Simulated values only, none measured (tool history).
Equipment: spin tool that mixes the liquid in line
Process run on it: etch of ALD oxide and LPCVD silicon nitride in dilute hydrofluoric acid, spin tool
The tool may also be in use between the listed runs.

run	hour	temperature setpoint of the liquid (K)	parts of water to one part of 49 % hydrofluoric acid (parts by volume)	time under the liquid (s)	thickness taken off the ALD oxide on a monitor wafer (Å)	thickness taken off the LPCVD silicon nitride on a monitor wafer (Å)
1	0.0	296.15	210	180	202.40	4.5296
2	2.5	296.15	210	250	280.48	5.8163
3	9.3	294.65	250	230	198.29	4.0935
4	12.9	294.65	180	230	294.43	6.0714
5	17.2	293.65	230	210	192.95	4.1494
# hour 18.5: thermometer replaced
6	18.5	296.15	230	210	199.04	4.1554
7	20.6	295.15	265	195	151.75	3.3805
8	28.8	294.15	290	185	122.72	2.7409
9	29.6	293.15	310	175	102.71	2.0784

Predict the results of run 10:
10	31.4	293.15	310	175	?	?

thickness taken off the ALD oxide on a monitor wafer (Å): 102.25
thickness taken off the LPCVD silicon nitride on a monitor wafer (Å): 2.2128
